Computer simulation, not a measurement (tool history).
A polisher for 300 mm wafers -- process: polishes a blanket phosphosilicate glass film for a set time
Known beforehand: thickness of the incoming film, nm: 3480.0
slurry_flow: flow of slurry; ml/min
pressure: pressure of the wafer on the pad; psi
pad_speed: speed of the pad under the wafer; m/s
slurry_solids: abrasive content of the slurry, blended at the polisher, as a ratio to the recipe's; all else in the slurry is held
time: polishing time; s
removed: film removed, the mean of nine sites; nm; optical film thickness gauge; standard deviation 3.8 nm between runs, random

Run 1, day 0: slurry_flow 265 ml/min, pressure 2.7 psi, pad_speed 1.18 m/s, slurry_solids 1, time 113 s. Result: removed 767.17 nm.
Run 2, day 0.354: slurry_flow 265 ml/min, pressure 2.7 psi, pad_speed 1.18 m/s, slurry_solids 1, time 113 s. Result: removed 767.75 nm.
Run 3, day 0.412: slurry_flow 265 ml/min, pressure 2.7 psi, pad_speed 1.18 m/s, slurry_solids 1, time 113 s. Result: removed 750.91 nm.
Run 4, day 0.442: slurry_flow 265 ml/min, pressure 2.7 psi, pad_speed 0.92 m/s, slurry_solids 1, time 113 s. Result: removed 653.01 nm.
Run 5, day 0.633: slurry_flow 265 ml/min, pressure 2.3 psi, pad_speed 0.92 m/s, slurry_solids 1, time 113 s. Result: removed 584.12 nm.
Run 6, day 0.812: slurry_flow 265 ml/min, pressure 2.3 psi, pad_speed 0.92 m/s, slurry_solids 1, time 113 s. Result: removed 572.15 nm.
Run 7, day 1.104: slurry_flow 265 ml/min, pressure 2 psi, pad_speed 0.86 m/s, slurry_solids 1, time 113 s. Result: removed 492.17 nm.

Expected results for the next run?
Run 8, day 1.454: slurry_flow 265 ml/min, pressure 1.8 psi, pad_speed 0.84 m/s, slurry_solids 1, time 113 s. Result: removed ?.

Run 8 measured removed 445.35 nm.
